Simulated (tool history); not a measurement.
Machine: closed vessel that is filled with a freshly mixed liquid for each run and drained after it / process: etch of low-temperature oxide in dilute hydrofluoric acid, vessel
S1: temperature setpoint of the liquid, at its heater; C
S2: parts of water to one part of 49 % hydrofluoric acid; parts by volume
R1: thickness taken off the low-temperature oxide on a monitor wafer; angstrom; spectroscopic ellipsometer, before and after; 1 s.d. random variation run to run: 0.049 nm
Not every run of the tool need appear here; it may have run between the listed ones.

run 1 hour=0.0 | S1=21.0 S2=275 time_in_the_liquid_(s)=475 | R1=163.120
run 2 hour=4.1 | S1=21.0 S2=275 time_in_the_liquid_(s)=475 | R1=160.850
run 3 hour=4.7 | S1=24.0 S2=275 time_in_the_liquid_(s)=475 | R1=181.620
run 4 hour=8.1 | S1=26.0 S2=275 time_in_the_liquid_(s)=475 | R1=195.410
run 5 hour=16.3 | S1=24.0 S2=310 time_in_the_liquid_(s)=475 | R1=156.570
run 6 hour=19.0 | S1=24.0 S2=310 time_in_the_liquid_(s)=360 | R1=119.820
run 7 hour=26.8 | S1=22.5 S2=320 time_in_the_liquid_(s)=360 | R1=108.210
run 8 hour=27.3 | S1=21.5 S2=330 time_in_the_liquid_(s)=360 | R1=99.483
run 9 hour=34.6 | S1=21.5 S2=330 time_in_the_liquid_(s)=360 | R1=100.950
run 10 hour=41.8 | S1=20.5 S2=335 time_in_the_liquid_(s)=360 | R1=94.478

Expected results for the next run?
run 11 hour=48.3 | S1=19.5 S2=340 time_in_the_liquid_(s)=360 | R1=?

R1: 89.383 angstrom
